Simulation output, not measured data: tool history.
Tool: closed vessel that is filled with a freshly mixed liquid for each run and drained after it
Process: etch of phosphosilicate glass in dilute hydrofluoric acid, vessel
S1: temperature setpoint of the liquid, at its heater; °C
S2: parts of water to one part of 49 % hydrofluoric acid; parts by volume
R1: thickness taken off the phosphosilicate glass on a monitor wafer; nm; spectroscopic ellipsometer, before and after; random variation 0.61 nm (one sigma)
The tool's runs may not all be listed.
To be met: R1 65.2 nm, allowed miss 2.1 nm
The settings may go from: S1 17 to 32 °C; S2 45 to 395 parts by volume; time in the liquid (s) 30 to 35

run 1 hour=0 | S1=24 S2=220 time_in_the_liquid_(s)=35 | R1=16.485
run 2 hour=6.7 | S1=24 S2=220 time_in_the_liquid_(s)=30 | R1=14.188
run 3 hour=9.6 | S1=20.5 S2=220 time_in_the_liquid_(s)=30 | R1=12.276
run 4 hour=10.5 | S1=23 S2=180 time_in_the_liquid_(s)=30 | R1=17.454
run 5 hour=12.1 | S1=23 S2=180 time_in_the_liquid_(s)=30 | R1=17.599
run 6 hour=17 | S1=25 S2=150 time_in_the_liquid_(s)=30 | R1=23.312
run 7 hour=23.4 | S1=26.5 S2=125 time_in_the_liquid_(s)=30 | R1=30.403
run 8 hour=32 | S1=27.5 S2=110 time_in_the_liquid_(s)=30 | R1=37.02
run 9 hour=40.5 | S1=28.5 S2=100 time_in_the_liquid_(s)=30 | R1=42.738
run 10 hour=48.1 | S1=29.5 S2=95 time_in_the_liquid_(s)=30 | R1=46.084
run 11 hour=50.3 | S1=32 S2=45 time_in_the_liquid_(s)=30 | R1=119.53
run 12 hour=53.4 | S1=31 S2=45 time_in_the_liquid_(s)=30 | R1=112.88
run 13 hour=58.6 | S1=27 S2=55 time_in_the_liquid_(s)=30 | R1=78.121
run 14 hour=67.3 | S1=24 S2=55 time_in_the_liquid_(s)=30 | R1=69.928
-- hour=69.6 thermometer replaced
run 15 hour=69.6 | S1=22 S2=55 time_in_the_liquid_(s)=30 | R1=58.031
run 16 hour=76.6 | S1=22.5 S2=55 time_in_the_liquid_(s)=30 | R1=61.248

5 next moves are on the table. One of them brings every result within its allowed miss. Which?
run A hour=83.6 | S1=26 S2=65 time_in_the_liquid_(s)=30 | R1=?
run B hour=83.6 | S1=24.5 S2=75 time_in_the_liquid_(s)=35 | R1=?
run C hour=83.6 | S1=23 S2=55 time_in_the_liquid_(s)=30 | R1=?
run D hour=83.6 | S1=22.5 S2=60 time_in_the_liquid_(s)=30 | R1=?
run E hour=83.6 | S1=23 S2=60 time_in_the_liquid_(s)=35 | R1=?

move=A R1=57.612
move=B R1=54.129
move=C R1=61.071
move=D R1=54.489
move=E R1=64.895
A: further off than the last run
B: further off than the last run
C: as far off as the last run
D: further off than the last run
E: meets every target
Move E is the one to make.
